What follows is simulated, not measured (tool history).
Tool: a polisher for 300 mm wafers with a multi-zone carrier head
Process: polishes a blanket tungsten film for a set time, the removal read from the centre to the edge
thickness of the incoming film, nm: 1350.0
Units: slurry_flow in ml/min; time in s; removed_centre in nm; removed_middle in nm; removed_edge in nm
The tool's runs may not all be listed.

run 1 hour=0 | slurry_flow=195 centre_zone=1 middle_zone=1 edge_zone=1 slurry_solids=1 time=62 | removed_centre=216.35 removed_middle=217.08 removed_edge=218.4
run 2 hour=7.4 | slurry_flow=195 centre_zone=1 middle_zone=1 edge_zone=1 slurry_solids=1 time=56 | removed_centre=192.41 removed_middle=194.06 removed_edge=194.94
run 3 hour=8.4 | slurry_flow=160 centre_zone=1 middle_zone=1 edge_zone=1 slurry_solids=1 time=56 | removed_centre=187.13 removed_middle=186.59 removed_edge=192.59
run 4 hour=11.2 | slurry_flow=160 centre_zone=1 middle_zone=1 edge_zone=1 slurry_solids=1.1 time=56 | removed_centre=190.59 removed_middle=193.48 removed_edge=197.78
run 5 hour=16.3 | slurry_flow=160 centre_zone=1 middle_zone=1.04 edge_zone=1 slurry_solids=1.1 time=56 | removed_centre=192.1 removed_middle=196.91 removed_edge=196.76
run 6 hour=23.2 | slurry_flow=160 centre_zone=1 middle_zone=1.04 edge_zone=1 slurry_solids=0.95 time=56 | removed_centre=183.85 removed_middle=191.98 removed_edge=187.41
run 7 hour=29.3 | slurry_flow=180 centre_zone=0.97 middle_zone=1.08 edge_zone=1.04 slurry_solids=1.1 time=58 | removed_centre=197.41 removed_middle=216.97 removed_edge=210.53
run 8 hour=36.2 | slurry_flow=200 centre_zone=0.95 middle_zone=1.11 edge_zone=1.07 slurry_solids=1.2 time=59 | removed_centre=206.11 removed_middle=243.45 removed_edge=226.74
run 9 hour=44.2 | slurry_flow=255 centre_zone=0.89 middle_zone=1.12 edge_zone=1.17 slurry_solids=1.45 time=62 | removed_centre=219.25 removed_middle=272.23 removed_edge=270.73
run 10 hour=47.4 | slurry_flow=260 centre_zone=0.89 middle_zone=1.14 edge_zone=1.17 slurry_solids=1.45 time=62 | removed_centre=222.7 removed_middle=283.69 removed_edge=267.35

The next listed run, before its measurement:
run 11 hour=52.3 | slurry_flow=265 centre_zone=0.89 middle_zone=1.14 edge_zone=1.18 slurry_solids=1.45 time=62 | removed_centre=? removed_middle=? removed_edge=?

Run 11 gave removed_centre 221.2 nm, removed_middle 279.31 nm, removed_edge 268.96 nm.

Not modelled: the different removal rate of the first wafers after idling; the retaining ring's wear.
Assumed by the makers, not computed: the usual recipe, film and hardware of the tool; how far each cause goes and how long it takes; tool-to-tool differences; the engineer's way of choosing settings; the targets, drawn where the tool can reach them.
